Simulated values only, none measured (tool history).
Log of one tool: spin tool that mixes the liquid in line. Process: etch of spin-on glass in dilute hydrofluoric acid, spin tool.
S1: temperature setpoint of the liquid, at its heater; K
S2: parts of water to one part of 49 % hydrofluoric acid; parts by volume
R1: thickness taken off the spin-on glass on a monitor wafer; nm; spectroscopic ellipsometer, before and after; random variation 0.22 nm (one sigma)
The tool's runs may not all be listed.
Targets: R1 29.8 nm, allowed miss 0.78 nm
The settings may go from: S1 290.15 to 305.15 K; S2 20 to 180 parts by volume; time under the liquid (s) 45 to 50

{"run": 1, "hour": 0.0, "S1": 297.15, "S2": 100, "time under the liquid (s)": 45, "R1": 15.241}
{"run": 2, "hour": 7.2, "S1": 297.15, "S2": 100, "time under the liquid (s)": 45, "R1": 15.518}
{"run": 3, "hour": 10.0, "S1": 298.65, "S2": 95, "time under the liquid (s)": 45, "R1": 17.188}
{"run": 4, "hour": 13.8, "S1": 298.65, "S2": 95, "time under the liquid (s)": 50, "R1": 19.067}
{"run": 5, "hour": 21.6, "S1": 297.15, "S2": 95, "time under the liquid (s)": 50, "R1": 17.999}
{"run": 6, "hour": 22.2, "S1": 295.65, "S2": 95, "time under the liquid (s)": 50, "R1": 16.921}
{"run": 7, "hour": 30.8, "S1": 297.15, "S2": 90, "time under the liquid (s)": 50, "R1": 19.234}
{"hour": 37.7, "done": "thermometer replaced"}
{"run": 8, "hour": 37.7, "S1": 298.65, "S2": 90, "time under the liquid (s)": 50, "R1": 22.542}
{"run": 9, "hour": 41.0, "S1": 299.15, "S2": 90, "time under the liquid (s)": 50, "R1": 22.461}
{"run": 10, "hour": 46.1, "S1": 300.15, "S2": 90, "time under the liquid (s)": 50, "R1": 23.376}

Which of these 4 next moves meets every target?
{"run": "A", "hour": 51.2, "S1": 299.15, "S2": 70, "time under the liquid (s)": 50, "R1": "?"}
{"run": "B", "hour": 51.2, "S1": 305.15, "S2": 80, "time under the liquid (s)": 50, "R1": "?"}
{"run": "C", "hour": 51.2, "S1": 298.65, "S2": 90, "time under the liquid (s)": 45, "R1": "?"}
{"run": "D", "hour": 51.2, "S1": 299.15, "S2": 65, "time under the liquid (s)": 50, "R1": "?"}

move=A R1=29.965
move=B R1=32.593
move=C R1=20.027
move=D R1=32.489
A: meets every target
B: takes the result that was furthest off past its target
C: further off than the last run
D: takes the result that was furthest off past its target
Answer: A
